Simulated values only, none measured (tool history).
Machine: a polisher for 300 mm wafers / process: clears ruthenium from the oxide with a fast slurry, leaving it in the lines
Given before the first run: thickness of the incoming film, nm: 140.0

run  hour  flow of slurry (ml/min)  pressure of the wafer on the pad (kPa)  speed of the pad under the wafer (m/s)  abrasive content of the slurry  overpolish time after the end point (s)  time until the end point was called (s)  dishing of a wide line in a test structure (angstrom)
  1   0.0                      240                                    22.8                                    0.86                            1.00                                       15                                   30.370                                                 558.92
  2   5.6                      240                                    23.4                                    0.86                            1.00                                       13                                   29.435                                                 481.50
  3  11.9                      240                                    23.4                                    0.86                            1.20                                       13                                   26.481                                                 509.08
  4  18.5                      240                                    24.8                                    0.80                            1.25                                       11                                   27.106                                                 452.77
  5  27.4                      220                                    21.4                                    0.92                            1.30                                        9                                   26.875                                                 362.78
  6  34.0                      220                                    21.4                                    0.92                            1.15                                        9                                   29.044                                                 358.37
  7  37.6                      205                                    19.3                                    1.02                            1.25                                        8                                   28.100                                                 332.16
  8  43.6                      145                                    13.8                                    1.26                            1.50                                        4                                   29.594                                                 156.96
  9  47.3                      145                                    15.2                                    1.28                            1.50                                        4                                   26.516                                                 172.57
 10  48.7                      150                                    15.9                                    1.30                            1.50                                        4                                   25.994                                                 178.49

Forecast run 11:
 11  50.3                      150                                    16.5                                    1.30                            1.50                                        4                                        ?                                                      ?

{"run 11": {"time until the end point was called (s)": 23.814, "dishing of a wide line in a test structure (angstrom)": 194.16}}

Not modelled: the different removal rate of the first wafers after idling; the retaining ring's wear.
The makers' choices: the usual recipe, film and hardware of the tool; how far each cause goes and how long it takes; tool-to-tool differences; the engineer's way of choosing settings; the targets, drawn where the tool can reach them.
